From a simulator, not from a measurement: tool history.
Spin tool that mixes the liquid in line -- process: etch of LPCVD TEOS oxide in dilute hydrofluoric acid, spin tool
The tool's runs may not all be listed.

run,hour,temperature setpoint of the liquid (C),parts of water to one part of 49 % hydrofluoric acid (parts by volume),time under the liquid (s),thickness taken off the LPCVD TEOS oxide on a monitor wafer (Å)
1,0.0,24.0,250,305,203.98
2,5.8,24.0,250,330,218.75
3,13.1,24.0,250,305,204.53
4,13.7,24.0,250,305,199.44
5,18.5,24.0,165,305,343.95
# hour 20.2: hydrofluoric acid flow meter replaced
6,20.2,22.0,205,305,273.52
7,26.2,22.5,245,305,222.33

Expected results for the next run?
8,28.4,25.0,265,305,?

{"run 8": {"thickness taken off the LPCVD TEOS oxide on a monitor wafer (Å)": 220.9}}

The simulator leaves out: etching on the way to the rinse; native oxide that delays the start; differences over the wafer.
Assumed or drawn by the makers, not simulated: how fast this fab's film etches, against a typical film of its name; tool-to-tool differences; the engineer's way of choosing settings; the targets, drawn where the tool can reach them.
